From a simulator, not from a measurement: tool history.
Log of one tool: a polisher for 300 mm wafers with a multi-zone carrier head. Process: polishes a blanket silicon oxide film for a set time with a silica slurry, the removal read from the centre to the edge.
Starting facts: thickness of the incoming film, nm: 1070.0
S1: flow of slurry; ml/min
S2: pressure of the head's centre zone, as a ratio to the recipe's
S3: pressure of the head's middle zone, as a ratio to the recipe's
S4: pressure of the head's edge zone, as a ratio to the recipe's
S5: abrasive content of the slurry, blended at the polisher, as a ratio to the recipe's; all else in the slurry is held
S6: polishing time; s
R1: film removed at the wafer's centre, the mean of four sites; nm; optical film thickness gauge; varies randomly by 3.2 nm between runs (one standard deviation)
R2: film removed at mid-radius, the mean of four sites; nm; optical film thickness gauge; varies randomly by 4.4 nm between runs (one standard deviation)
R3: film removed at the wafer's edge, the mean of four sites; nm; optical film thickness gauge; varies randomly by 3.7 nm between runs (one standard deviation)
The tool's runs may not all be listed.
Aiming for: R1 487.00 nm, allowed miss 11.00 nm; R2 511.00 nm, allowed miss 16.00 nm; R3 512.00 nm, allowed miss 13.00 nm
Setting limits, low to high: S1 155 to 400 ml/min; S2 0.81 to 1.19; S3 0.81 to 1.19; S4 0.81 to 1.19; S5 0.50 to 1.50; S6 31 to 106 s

run,hour,S1,S2,S3,S4,S5,S6,R1,R2,R3
1,0.0,255,1.00,1.00,1.00,1.00,68,438.08,429.63,413.98
2,8.2,255,1.00,1.00,1.00,1.10,68,460.54,450.63,435.42
3,12.8,270,1.00,1.01,1.04,1.10,68,461.44,464.10,438.54
4,14.4,270,1.00,1.01,1.01,1.10,68,463.38,458.02,429.64
5,22.4,270,1.00,1.01,1.01,1.20,68,474.55,478.04,459.30
6,27.4,270,1.00,1.01,1.03,1.25,68,492.12,483.98,466.49
7,32.1,285,0.90,1.02,1.13,1.35,69,458.76,513.82,507.71
8,40.3,290,0.91,1.02,1.13,1.35,69,465.69,509.39,510.01

Exactly one of the 5 candidate moves below puts every result within its allowed miss. Which one?
A,48.5,325,0.89,1.00,1.12,1.35,69,?,?,?
B,48.5,335,0.89,1.00,1.15,1.15,72,?,?,?
C,48.5,355,0.84,0.98,1.18,1.40,68,?,?,?
D,48.5,335,0.95,1.04,1.15,1.45,65,?,?,?
E,48.5,380,0.88,1.00,1.12,1.10,73,?,?,?

move,R1,R2,R3
A,465.48,508.31,518.72
B,455.03,496.75,513.34
C,442.46,503.35,535.43
D,483.05,510.13,509.83
E,451.87,498.51,507.22
A: no nearer and no further than the last run
B: moves away from the targets compared with the last run
C: moves away from the targets compared with the last run
D: all results in spec
E: moves away from the targets compared with the last run
So the answer is move D, the one that meets all the targets.
